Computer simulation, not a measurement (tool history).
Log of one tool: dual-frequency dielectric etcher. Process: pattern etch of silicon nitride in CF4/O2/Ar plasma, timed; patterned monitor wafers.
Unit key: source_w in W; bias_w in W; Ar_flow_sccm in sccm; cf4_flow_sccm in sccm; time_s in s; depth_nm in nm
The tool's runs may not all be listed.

run,day,source_w,bias_w,Ar_flow_sccm,cf4_flow_sccm,time_s,depth_nm
1,0,620,66,131,75,179.5,448.66
2,0.162,670,67,131,75,179.5,490.2
3,0.271,670,67,149,75,179.5,479.72
4,0.533,710,67,149,75,179.5,508.91
5,0.638,620,67,149,75,179.5,446.12
6,1.012,670,68,149,75,179.5,487.35
7,1.35,700,68,149,75,179.5,498.99
8,1.667,700,68,149,75,179.5,507.27

The next listed run, before its measurement:
9,1.888,720,68,149,75,179.5,?

{"run 9": {"depth_nm": 513.83}}
